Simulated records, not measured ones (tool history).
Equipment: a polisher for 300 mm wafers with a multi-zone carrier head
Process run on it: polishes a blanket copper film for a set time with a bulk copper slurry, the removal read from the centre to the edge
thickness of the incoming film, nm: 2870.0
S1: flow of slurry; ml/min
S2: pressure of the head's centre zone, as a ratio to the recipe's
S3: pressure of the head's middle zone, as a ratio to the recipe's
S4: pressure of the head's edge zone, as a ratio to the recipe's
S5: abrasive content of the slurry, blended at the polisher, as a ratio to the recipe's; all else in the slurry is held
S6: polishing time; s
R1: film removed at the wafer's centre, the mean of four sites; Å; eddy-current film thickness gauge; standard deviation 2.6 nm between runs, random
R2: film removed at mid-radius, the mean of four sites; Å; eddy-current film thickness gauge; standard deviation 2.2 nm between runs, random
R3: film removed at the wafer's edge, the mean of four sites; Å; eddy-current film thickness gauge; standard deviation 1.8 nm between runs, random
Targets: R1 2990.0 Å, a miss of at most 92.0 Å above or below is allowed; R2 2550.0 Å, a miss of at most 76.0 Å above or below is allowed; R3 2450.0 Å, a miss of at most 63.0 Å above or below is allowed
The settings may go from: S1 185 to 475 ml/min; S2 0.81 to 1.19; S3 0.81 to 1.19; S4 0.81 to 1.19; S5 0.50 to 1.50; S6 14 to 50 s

run    day   S1    S2    S3    S4    S5  S6      R1      R2      R3
  1  0.000  305  1.00  1.00  1.00  1.00  32  3725.6  3689.0  3757.7
  2  0.325  305  1.00  1.00  1.00  1.00  38  4410.6  4431.6  4470.0
  3  0.400  310  1.03  0.99  0.95  0.85  34  3861.7  3634.0  3746.8
  4  0.588  310  1.03  0.99  0.95  0.85  39  4448.2  4229.0  4308.9
  5  0.821  270  1.03  0.99  0.95  0.85  39  4420.2  4202.6  4220.3
  6  0.846  270  1.03  1.03  0.95  0.85  39  4406.3  4296.1  4211.1
  7  0.908  250  1.06  1.04  0.91  0.75  36  3928.5  3839.1  3627.7
  8  1.104  235  1.09  1.02  0.88  0.70  33  3597.9  3309.9  3194.1
  9  1.392  285  1.16  1.02  0.83  0.50  25  2573.0  2225.5  2070.0
 10  1.717  285  1.17  1.03  0.86  0.60  25  2795.4  2476.8  2280.4
 11  1.929  285  1.18  1.02  0.87  0.60  25  2902.0  2466.5  2313.6
 12  1.954  285  1.18  1.02  0.87  0.60  25  2837.2  2445.5  2276.1
 13  2.017  285  1.18  1.02  0.89  0.60  25  2843.9  2425.5  2287.7
 14  2.096  340  1.19  1.05  0.99  0.70  25  3114.4  2717.7  2603.3
 15  2.325  335  1.19  1.04  0.97  0.70  25  3173.8  2665.7  2572.8
 16  2.592  330  1.18  1.03  0.95  0.70  25  3024.0  2631.8  2589.2
 17  2.671  315  1.18  1.03  0.94  0.70  25  3127.9  2627.4  2551.5
 18  2.754  315  1.17  1.03  0.92  0.70  25  2998.7  2662.7  2536.8
 19  2.879  330  1.19  0.99  0.88  0.60  25  2926.5  2368.4  2331.5
 20  3.138  330  1.19  1.00  0.90  0.60  25  2924.4  2420.9  2315.2
 21  3.417  330  1.19  1.01  0.92  0.60  25  2931.9  2470.0  2354.6
 22  3.479  330  1.19  1.01  0.93  0.60  25  2941.1  2427.7  2371.7
 23  3.567  330  1.19  1.01  0.93  0.60  25  2912.1  2430.0  2388.6
 24  3.708  330  1.19  1.02  0.93  0.60  25  2957.2  2458.0  2423.6

Pick the move, out of 4, that brings all results within their allowed miss; only one does.
  A  3.850  395  1.17  0.95  0.95  0.60  25   ?   ?   ?
  B  3.850  365  1.19  0.95  0.90  0.50  27   ?   ?   ?
  C  3.850  290  1.19  1.11  0.89  0.90  22   ?   ?   ?
  D  3.850  325  1.18  1.03  0.92  0.55  27   ?   ?   ?

move      R1      R2      R3
   A  2924.6  2334.5  2414.3
   B  2927.5  2298.7  2321.6
   C  2958.4  2653.6  2343.1
   D  3012.3  2555.0  2437.8
A: its largest miss is bigger than the last run's
B: its largest miss is bigger than the last run's
C: pushes the last run's worst result past its target
D: all results land within tolerance of their targets
So the answer is move D, the one that meets all the targets.
